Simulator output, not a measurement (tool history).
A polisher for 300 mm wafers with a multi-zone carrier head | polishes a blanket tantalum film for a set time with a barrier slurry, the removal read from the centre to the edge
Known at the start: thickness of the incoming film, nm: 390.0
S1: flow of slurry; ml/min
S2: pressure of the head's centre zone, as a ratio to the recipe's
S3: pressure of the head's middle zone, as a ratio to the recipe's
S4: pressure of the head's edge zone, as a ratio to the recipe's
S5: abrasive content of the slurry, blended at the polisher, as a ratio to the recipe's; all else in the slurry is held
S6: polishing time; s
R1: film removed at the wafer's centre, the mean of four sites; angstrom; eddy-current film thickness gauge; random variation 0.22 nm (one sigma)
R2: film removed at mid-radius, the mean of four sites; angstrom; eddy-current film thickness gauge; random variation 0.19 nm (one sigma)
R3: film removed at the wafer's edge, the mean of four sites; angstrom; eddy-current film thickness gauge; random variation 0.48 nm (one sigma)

run	hour	S1	S2	S3	S4	S5	S6	R1	R2	R3
1	0	140	1	1	1	1	47	500.17	498.86	535.78
2	3.4	140	1	1.07	1	1	47	506.54	525.69	518.01
3	11.3	125	1	1.07	1	1	47	488.56	512.49	505.91
4	20.1	115	0.97	1.02	0.98	0.85	43	397.11	417.31	431.97
5	25.3	110	0.95	0.98	0.95	0.75	42	356.39	370.18	405.03
6	28.3	110	0.95	0.95	0.95	0.75	42	357.51	359.59	390.27
# hour 36: slurry nozzle cleaned
7	36	105	0.91	0.92	0.93	0.7	42	359.31	360.28	395.2

Run 8 comes next. What will it give?
8	39	100	0.93	0.94	0.96	0.65	41	?	?	?

{"run 8": {"R1": 344.02, "R2": 343.29, "R3": 379.78}}

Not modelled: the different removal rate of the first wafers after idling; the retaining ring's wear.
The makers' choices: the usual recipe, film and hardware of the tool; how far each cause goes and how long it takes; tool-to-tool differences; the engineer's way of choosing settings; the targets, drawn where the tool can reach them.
